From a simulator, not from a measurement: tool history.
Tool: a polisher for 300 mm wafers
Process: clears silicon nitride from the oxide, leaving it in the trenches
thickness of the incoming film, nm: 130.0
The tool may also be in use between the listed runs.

run  hour  flow of slurry (ml/min)  pressure of the wafer on the pad (kPa)  speed of the pad under the wafer (cm/s)  overpolish time after the end point (s)  time until the end point was called (s)
  1     0                      135                                    21.4                                       90                                       46                                   156.66
  2   8.2                      135                                    21.4                                       90                                       46                                   155.13
  3  13.3                      160                                    21.4                                       90                                       46                                    152.5
  4  21.8                      160                                    21.4                                      112                                       46                                   121.78
  5  30.5                      160                                    19.3                                      106                                       46                                   146.16
  6  37.6                      160                                    17.2                                      102                                       46                                   158.16
  7    46                      160                                    15.9                                       96                                       46                                   181.97
  8  47.1                      160                                    14.5                                       92                                       46                                   207.37
  9  49.1                      160                                    13.8                                       90                                       46                                   214.47
 10  56.6                      160                                    13.8                                       90                                       46                                    222.1
 11  59.6                      160                                    13.1                                       88                                       46                                   236.99
 12  64.1                      160                                    12.4                                       88                                       46                                    243.9
 13  71.7                      160                                    11.7                                       88                                       46                                   249.12
 14  74.1                      155                                     9.7                                       80                                       46                                   331.98

For run 15, what comes out?
 15  74.7                      160                                     9.7                                       80                                       46                                        ?

{"run 15": {"time until the end point was called (s)": 338.63}}

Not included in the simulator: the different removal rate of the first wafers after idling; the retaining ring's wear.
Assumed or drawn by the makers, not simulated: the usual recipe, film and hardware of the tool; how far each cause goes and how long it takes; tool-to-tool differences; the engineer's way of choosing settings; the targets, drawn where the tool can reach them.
